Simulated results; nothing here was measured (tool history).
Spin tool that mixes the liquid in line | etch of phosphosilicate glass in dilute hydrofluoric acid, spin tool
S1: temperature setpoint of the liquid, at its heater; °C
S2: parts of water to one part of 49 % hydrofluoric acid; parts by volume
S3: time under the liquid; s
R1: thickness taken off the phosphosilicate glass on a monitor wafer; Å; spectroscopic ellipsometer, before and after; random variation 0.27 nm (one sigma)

Run 1, day 0.000: S1 22.0 °C, S2 295 parts by volume, S3 75 s. Result: R1 294.63 Å.
Run 2, day 0.058: S1 23.0 °C, S2 295 parts by volume, S3 75 s. Result: R1 302.63 Å.
Run 3, day 0.242: S1 24.5 °C, S2 265 parts by volume, S3 75 s. Result: R1 365.81 Å.
Run 4, day 0.504: S1 24.5 °C, S2 265 parts by volume, S3 75 s. Result: R1 367.65 Å.
Run 5, day 0.696: S1 25.5 °C, S2 245 parts by volume, S3 75 s. Result: R1 420.75 Å.
Run 6, day 0.971: S1 26.5 °C, S2 230 parts by volume, S3 75 s. Result: R1 468.72 Å.
Run 7, day 1.258: S1 30.0 °C, S2 155 parts by volume, S3 75 s. Result: R1 864.51 Å.
Run 8, day 1.342: S1 26.0 °C, S2 155 parts by volume, S3 75 s. Result: R1 747.31 Å.

Run 9 comes next. What will it give?
Run 9, day 1.367: S1 25.5 °C, S2 155 parts by volume, S3 75 s. Result: R1 ?.

R1: 734.42 Å

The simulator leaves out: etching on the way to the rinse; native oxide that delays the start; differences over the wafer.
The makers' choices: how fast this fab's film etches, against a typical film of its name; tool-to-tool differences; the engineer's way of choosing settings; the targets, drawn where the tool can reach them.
